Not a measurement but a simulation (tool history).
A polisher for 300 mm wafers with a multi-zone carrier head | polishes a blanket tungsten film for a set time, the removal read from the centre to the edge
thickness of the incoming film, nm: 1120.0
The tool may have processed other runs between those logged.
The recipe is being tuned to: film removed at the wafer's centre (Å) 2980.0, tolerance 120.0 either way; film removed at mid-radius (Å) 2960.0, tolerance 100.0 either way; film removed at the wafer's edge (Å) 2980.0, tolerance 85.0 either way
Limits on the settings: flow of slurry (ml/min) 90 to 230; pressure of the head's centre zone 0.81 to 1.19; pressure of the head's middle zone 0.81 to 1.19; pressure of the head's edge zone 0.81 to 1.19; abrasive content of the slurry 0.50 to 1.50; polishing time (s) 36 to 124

| run | day | flow of slurry (ml/min) | pressure of the head's centre zone | pressure of the head's middle zone | pressure of the head's edge zone | abrasive content of the slurry | polishing time (s) | film removed at the wafer's centre (Å) | film removed at mid-radius (Å) | film removed at the wafer's edge (Å) |
|---|---|---|---|---|---|---|---|---|---|---|
| 1 | 0.000 | 150 | 1.00 | 1.00 | 1.00 | 1.00 | 79 | 4422.0 | 4312.9 | 4220.3 |
| 2 | 0.162 | 150 | 1.03 | 1.00 | 1.00 | 1.00 | 79 | 4422.2 | 4297.8 | 4286.4 |
| 3 | 0.317 | 140 | 1.00 | 0.98 | 0.99 | 0.90 | 77 | 4001.2 | 3966.3 | 3976.6 |
| 4 | 0.450 | 140 | 1.00 | 0.97 | 0.96 | 0.85 | 75 | 3881.1 | 3724.9 | 3759.5 |
|  | 0.588 | worn pad replaced by a new one |
| 5 | 0.588 | 140 | 1.00 | 0.97 | 0.96 | 0.75 | 75 | 3864.8 | 3790.7 | 3712.0 |
| 6 | 0.762 | 140 | 1.00 | 0.97 | 1.01 | 0.75 | 75 | 3804.0 | 3756.2 | 3811.1 |
| 7 | 0.875 | 135 | 0.98 | 0.96 | 0.98 | 0.70 | 74 | 3584.8 | 3499.9 | 3625.0 |
| 8 | 1.125 | 130 | 0.97 | 0.96 | 0.95 | 0.65 | 73 | 3451.4 | 3398.0 | 3381.4 |

Below are 4 possible settings for the next run. Only one of them brings all results inside the allowed miss of their targets. Which is it?
| A | 1.375 | 115 | 0.88 | 1.01 | 1.12 | 0.60 | 67 | ? | ? | ? |
| B | 1.375 | 130 | 0.94 | 0.93 | 0.90 | 0.70 | 64 | ? | ? | ? |
| C | 1.375 | 135 | 1.09 | 1.02 | 0.81 | 0.60 | 81 | ? | ? | ? |
| D | 1.375 | 145 | 0.86 | 1.05 | 1.00 | 0.75 | 55 | ? | ? | ? |

| move | film removed at the wafer's centre (Å) | film removed at mid-radius (Å) | film removed at the wafer's edge (Å) |
|---|---|---|---|
| A | 2688.0 | 3006.7 | 3197.6 |
| B | 2969.3 | 2986.5 | 2990.0 |
| C | 3991.2 | 3761.1 | 3384.2 |
| D | 2497.5 | 2900.9 | 2810.6 |
A: closer than the last run, but not yet in spec
B: meets every target
C: lands further from the targets than the last run did
D: moves the result that the last run missed by most past its target, out the other side
The right move is B.

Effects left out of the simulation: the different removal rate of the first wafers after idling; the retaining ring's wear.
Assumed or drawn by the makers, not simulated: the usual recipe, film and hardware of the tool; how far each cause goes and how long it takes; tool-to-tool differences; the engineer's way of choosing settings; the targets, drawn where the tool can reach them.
